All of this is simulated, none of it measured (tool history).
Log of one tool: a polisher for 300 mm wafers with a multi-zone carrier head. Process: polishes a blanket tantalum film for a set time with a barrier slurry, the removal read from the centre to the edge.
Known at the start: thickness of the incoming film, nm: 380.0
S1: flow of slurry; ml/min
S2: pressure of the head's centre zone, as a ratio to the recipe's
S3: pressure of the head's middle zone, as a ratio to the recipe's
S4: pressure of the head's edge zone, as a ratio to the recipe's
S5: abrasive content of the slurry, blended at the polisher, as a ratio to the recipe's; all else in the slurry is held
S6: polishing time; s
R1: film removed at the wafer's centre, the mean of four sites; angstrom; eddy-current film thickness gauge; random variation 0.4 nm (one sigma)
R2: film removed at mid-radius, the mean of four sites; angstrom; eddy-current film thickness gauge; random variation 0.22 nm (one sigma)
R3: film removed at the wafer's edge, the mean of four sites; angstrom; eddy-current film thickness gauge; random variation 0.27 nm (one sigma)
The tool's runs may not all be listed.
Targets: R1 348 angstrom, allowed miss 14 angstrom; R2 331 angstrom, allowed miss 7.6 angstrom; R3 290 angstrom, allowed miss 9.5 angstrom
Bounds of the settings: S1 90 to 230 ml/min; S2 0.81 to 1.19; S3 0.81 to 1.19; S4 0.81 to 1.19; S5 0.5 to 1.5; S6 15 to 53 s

run,day,S1,S2,S3,S4,S5,S6,R1,R2,R3
1,0,150,1,1,1,1,34,477.2,489.97,493.63
2,0.129,150,1,1,1.08,1,34,476.97,487.43,497.79
3,0.333,155,1.06,1.04,1.04,0.85,30,444.89,431.35,422.13
4,0.504,190,1.06,1.04,1.04,0.85,30,446.11,444.57,428.6
5,0.779,190,1.06,1.04,1.04,0.85,24,357.61,361.59,350.34
6,0.908,190,1.06,1.04,1.04,0.7,24,336.82,334.47,319.66
7,1.046,190,1.07,1.04,0.98,0.7,24,342.11,333.85,312.56
8,1.104,190,1.08,1.05,0.94,0.7,24,344.89,335.9,306.26
9,1.25,190,1.09,1.05,0.91,0.7,24,347.76,341.42,307.18

4 next moves are on the table. One of them brings every result within its allowed miss. Which?
A,1.396,200,1.18,1.04,0.85,0.55,26,?,?,?
B,1.396,185,1.07,1.16,0.91,0.6,23,?,?,?
C,1.396,215,1.12,1.06,0.89,0.55,25,?,?,?
D,1.396,185,1.05,0.99,0.92,0.7,25,?,?,?

move,R1,R2,R3
A,376.92,338.55,297.81
B,308.47,336.09,278.04
C,347.96,334.42,294.59
D,347.45,337.47,321.91
A: brings the result that was furthest off to its target, and leaves another outside
B: takes the result that was furthest off past its target
C: meets every target
D: further off than the last run
The right move is C.
